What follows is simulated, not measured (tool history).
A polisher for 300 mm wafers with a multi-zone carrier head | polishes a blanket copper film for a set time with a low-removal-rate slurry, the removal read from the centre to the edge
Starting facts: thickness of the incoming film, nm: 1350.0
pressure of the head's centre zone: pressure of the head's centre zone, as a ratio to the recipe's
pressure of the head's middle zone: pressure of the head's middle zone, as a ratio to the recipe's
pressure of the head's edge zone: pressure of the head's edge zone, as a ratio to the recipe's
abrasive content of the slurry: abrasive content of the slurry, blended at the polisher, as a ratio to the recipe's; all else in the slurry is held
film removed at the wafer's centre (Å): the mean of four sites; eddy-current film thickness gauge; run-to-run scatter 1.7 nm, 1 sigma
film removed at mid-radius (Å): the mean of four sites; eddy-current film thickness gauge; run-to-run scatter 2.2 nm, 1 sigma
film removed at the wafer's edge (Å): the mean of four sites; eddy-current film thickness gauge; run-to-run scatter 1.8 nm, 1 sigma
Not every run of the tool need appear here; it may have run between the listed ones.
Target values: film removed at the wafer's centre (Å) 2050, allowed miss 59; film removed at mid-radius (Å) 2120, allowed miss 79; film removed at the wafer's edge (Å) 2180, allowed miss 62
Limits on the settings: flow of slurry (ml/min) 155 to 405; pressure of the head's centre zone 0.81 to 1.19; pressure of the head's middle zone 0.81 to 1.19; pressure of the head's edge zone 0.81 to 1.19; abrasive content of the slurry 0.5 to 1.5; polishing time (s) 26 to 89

run,hour,flow of slurry (ml/min),pressure of the head's centre zone,pressure of the head's middle zone,pressure of the head's edge zone,abrasive content of the slurry,polishing time (s),film removed at the wafer's centre (Å),film removed at mid-radius (Å),film removed at the wafer's edge (Å)
1,0,260,1,1,1,1,57,1811.6,1886.4,1872.7
2,6.5,265,1.01,1.01,1.03,1.05,57,1850.3,1882.8,1896.7
3,14.7,225,1.01,1.01,1.03,1.05,57,1808.3,1870.8,1855.3
4,23.2,240,1.01,1.02,1.05,1.1,57,1880.1,1920.3,1909.8
5,31.9,255,1,1.03,1.07,1.1,57,1835.1,1986.4,1935.8
6,33.1,255,1,1.03,1.07,1.1,51,1644.1,1762.8,1753.5
7,38.1,270,1,1.03,1.09,1.15,52,1710.9,1792.8,1778.1
8,42.3,265,0.99,1.02,1.09,1.2,54,1769,1881.5,1904.2
9,47.1,270,0.99,1.02,1.1,1.25,54,1793.3,1902.8,1917.5
10,52.1,275,0.99,1.02,1.11,1.3,54,1808.9,1869.3,1947.5
11,60.7,280,0.99,1.03,1.12,1.35,54,1813.2,1955.9,1974.8

Of the 4 settings listed for the next run, only one would bring every result within its allowed miss of target. Which one?
A,69.3,350,0.88,1.19,1.1,1.4,49,?,?,?
B,69.3,275,1.06,0.82,1.19,1.35,56,?,?,?
C,69.3,285,0.99,1.01,1.09,1.25,61,?,?,?
D,69.3,280,1.01,1.18,1.08,1.2,50,?,?,?

move,film removed at the wafer's centre (Å),film removed at mid-radius (Å),film removed at the wafer's edge (Å)
A,1529.2,2029.7,1819.8
B,2031.7,1640.4,2120.4
C,2045.8,2101.6,2174.8
D,1695.4,1947.7,1753.3
A: further off than the last run
B: brings the result that was furthest off to its target, and leaves another outside
C: all results land within tolerance of their targets
D: further off than the last run
Answer: C
